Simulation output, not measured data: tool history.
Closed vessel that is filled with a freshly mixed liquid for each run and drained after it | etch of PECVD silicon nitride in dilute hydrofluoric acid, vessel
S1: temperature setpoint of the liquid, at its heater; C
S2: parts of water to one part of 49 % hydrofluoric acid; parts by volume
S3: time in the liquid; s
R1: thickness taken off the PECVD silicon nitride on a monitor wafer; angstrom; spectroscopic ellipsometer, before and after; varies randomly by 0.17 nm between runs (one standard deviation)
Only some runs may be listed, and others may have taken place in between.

run    day    S1   S2   S3      R1
  1  0.000  25.0  185  755  137.36
  2  0.308  25.0  210  755  123.08
  3  0.346  25.0  185  755  138.94
  4  0.504  27.0  180  755  162.96
  5  0.754  28.5  175  755  181.12
  6  0.996  28.5  210  755  152.04
  7  1.325  29.5  200  755  169.79
  8  1.454  30.5  190  755  190.36

Forecast run 9:
  9  1.500  31.0  185  755   ?

R1: 202.58 angstrom
